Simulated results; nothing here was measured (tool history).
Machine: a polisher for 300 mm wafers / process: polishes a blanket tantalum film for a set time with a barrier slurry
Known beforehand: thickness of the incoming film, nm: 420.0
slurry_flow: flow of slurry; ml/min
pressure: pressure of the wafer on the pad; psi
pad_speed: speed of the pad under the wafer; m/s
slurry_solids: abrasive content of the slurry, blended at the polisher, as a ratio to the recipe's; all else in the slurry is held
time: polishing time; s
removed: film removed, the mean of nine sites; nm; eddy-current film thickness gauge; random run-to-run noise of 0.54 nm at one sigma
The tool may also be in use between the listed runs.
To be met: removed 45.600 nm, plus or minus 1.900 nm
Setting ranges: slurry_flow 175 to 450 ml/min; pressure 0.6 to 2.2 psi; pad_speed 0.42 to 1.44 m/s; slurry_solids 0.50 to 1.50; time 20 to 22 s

Run 1, hour 0.0: slurry_flow 290 ml/min, pressure 1.4 psi, pad_speed 0.92 m/s, slurry_solids 1.00, time 22 s. Result: removed 26.203 nm.
Run 2, hour 5.2: slurry_flow 320 ml/min, pressure 1.4 psi, pad_speed 0.92 m/s, slurry_solids 1.00, time 22 s. Result: removed 27.037 nm.
Run 3, hour 11.8: slurry_flow 320 ml/min, pressure 1.4 psi, pad_speed 0.92 m/s, slurry_solids 1.00, time 22 s. Result: removed 26.117 nm.
Run 4, hour 12.3: slurry_flow 320 ml/min, pressure 1.4 psi, pad_speed 0.92 m/s, slurry_solids 0.80, time 22 s. Result: removed 24.276 nm.
Run 5, hour 18.1: slurry_flow 320 ml/min, pressure 1.4 psi, pad_speed 0.92 m/s, slurry_solids 0.80, time 22 s. Result: removed 24.106 nm.
Run 6, hour 19.3: slurry_flow 320 ml/min, pressure 1.6 psi, pad_speed 0.92 m/s, slurry_solids 0.80, time 22 s. Result: removed 28.143 nm.
Run 7, hour 24.4: slurry_flow 320 ml/min, pressure 1.8 psi, pad_speed 0.94 m/s, slurry_solids 0.80, time 22 s. Result: removed 31.558 nm.
Run 8, hour 32.7: slurry_flow 320 ml/min, pressure 1.9 psi, pad_speed 0.98 m/s, slurry_solids 0.80, time 22 s. Result: removed 33.691 nm.
Run 9, hour 34.9: slurry_flow 320 ml/min, pressure 2.0 psi, pad_speed 1.02 m/s, slurry_solids 0.80, time 22 s. Result: removed 38.457 nm.
Run 10, hour 39.5: slurry_flow 320 ml/min, pressure 2.1 psi, pad_speed 1.04 m/s, slurry_solids 0.80, time 22 s. Result: removed 39.938 nm.
Run 11, hour 45.0: slurry_flow 320 ml/min, pressure 2.1 psi, pad_speed 1.06 m/s, slurry_solids 0.80, time 22 s. Result: removed 41.194 nm.

Next run, 5 choices. One meets every target within its allowed miss, the rest don't. Which?
Run A, hour 50.5: slurry_flow 285 ml/min, pressure 2.0 psi, pad_speed 1.10 m/s, slurry_solids 0.70, time 21 s. Result: removed ?.
Run B, hour 50.5: slurry_flow 290 ml/min, pressure 2.2 psi, pad_speed 1.00 m/s, slurry_solids 0.75, time 20 s. Result: removed ?.
Run C, hour 50.5: slurry_flow 255 ml/min, pressure 2.1 psi, pad_speed 1.10 m/s, slurry_solids 0.90, time 20 s. Result: removed ?.
Run D, hour 50.5: slurry_flow 275 ml/min, pressure 2.1 psi, pad_speed 0.84 m/s, slurry_solids 1.00, time 22 s. Result: removed ?.
Run E, hour 50.5: slurry_flow 330 ml/min, pressure 2.2 psi, pad_speed 1.02 m/s, slurry_solids 0.95, time 22 s. Result: removed ?.

move  removed
   A   34.932
   B   35.021
   C   40.227
   D   36.095
   E   44.956
A: misses by more than the last run did
B: misses by more than the last run did
C: misses by more than the last run did
D: misses by more than the last run did
E: hits every target within its allowed miss
The right move is E.

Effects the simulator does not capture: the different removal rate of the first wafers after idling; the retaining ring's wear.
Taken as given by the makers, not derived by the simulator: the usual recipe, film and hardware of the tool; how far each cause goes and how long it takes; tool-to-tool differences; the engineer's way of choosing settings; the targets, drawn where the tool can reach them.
